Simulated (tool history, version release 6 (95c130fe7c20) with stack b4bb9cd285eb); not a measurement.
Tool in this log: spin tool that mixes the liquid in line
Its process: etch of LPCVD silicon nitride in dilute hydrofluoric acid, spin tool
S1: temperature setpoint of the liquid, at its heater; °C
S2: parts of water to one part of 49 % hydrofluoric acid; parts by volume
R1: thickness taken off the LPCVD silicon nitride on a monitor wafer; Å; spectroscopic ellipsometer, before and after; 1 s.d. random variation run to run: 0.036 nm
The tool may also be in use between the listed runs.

run 1 hour=0 | S1=20 S2=55 time_under_the_liquid_(s)=85 | R1=5.2156
run 2 hour=8.5 | S1=20 S2=70 time_under_the_liquid_(s)=85 | R1=4.232
run 3 hour=12.9 | S1=22 S2=55 time_under_the_liquid_(s)=85 | R1=6.0174
run 4 hour=17 | S1=23.5 S2=45 time_under_the_liquid_(s)=85 | R1=8.2798
run 5 hour=19.1 | S1=23.5 S2=45 time_under_the_liquid_(s)=85 | R1=7.9921
run 6 hour=22.1 | S1=25 S2=45 time_under_the_liquid_(s)=85 | R1=9.0378
run 7 hour=30.1 | S1=26 S2=40 time_under_the_liquid_(s)=85 | R1=10.563

Run 8 has not been measured yet. What should we expect?
run 8 hour=35.7 | S1=26.5 S2=35 time_under_the_liquid_(s)=85 | R1=?

Run 8 yielded R1 12.511 Å.
